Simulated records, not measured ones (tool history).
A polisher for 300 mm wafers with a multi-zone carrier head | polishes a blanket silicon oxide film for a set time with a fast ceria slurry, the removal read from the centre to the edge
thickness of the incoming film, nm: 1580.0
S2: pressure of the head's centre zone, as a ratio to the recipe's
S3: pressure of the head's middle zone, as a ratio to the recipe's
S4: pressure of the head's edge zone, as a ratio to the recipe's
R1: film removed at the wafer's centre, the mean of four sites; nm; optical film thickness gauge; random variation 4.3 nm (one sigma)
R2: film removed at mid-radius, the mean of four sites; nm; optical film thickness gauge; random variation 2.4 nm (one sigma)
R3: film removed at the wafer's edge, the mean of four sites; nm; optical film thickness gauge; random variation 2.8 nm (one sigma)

Run 1, day 0.000: flow of slurry (ml/min) 205, S2 1.00, S3 1.00, S4 1.00, polishing time (s) 46. Result: R1 469.56 nm, R2 460.45 nm, R3 463.58 nm.
Run 2, day 0.071: flow of slurry (ml/min) 205, S2 1.00, S3 1.00, S4 1.00, polishing time (s) 57. Result: R1 574.28 nm, R2 573.54 nm, R3 570.40 nm.
Run 3, day 0.317: flow of slurry (ml/min) 205, S2 1.00, S3 1.00, S4 0.92, polishing time (s) 57. Result: R1 572.28 nm, R2 581.71 nm, R3 538.14 nm.
Run 4, day 0.675: flow of slurry (ml/min) 205, S2 1.06, S3 1.00, S4 0.92, polishing time (s) 57. Result: R1 601.07 nm, R2 583.92 nm, R3 548.55 nm.
Run 5, day 0.696: flow of slurry (ml/min) 205, S2 1.14, S3 1.00, S4 0.92, polishing time (s) 57. Result: R1 648.92 nm, R2 572.53 nm, R3 546.80 nm.
Run 6, day 1.067: flow of slurry (ml/min) 170, S2 1.14, S3 1.00, S4 0.92, polishing time (s) 57. Result: R1 638.94 nm, R2 561.50 nm, R3 536.56 nm.

Forecast run 7:
Run 7, day 1.212: flow of slurry (ml/min) 155, S2 1.04, S3 0.99, S4 0.90, polishing time (s) 44. Result: R1 ?, R2 ?, R3 ?.

R1: 436.62 nm
R2: 425.47 nm
R3: 399.95 nm
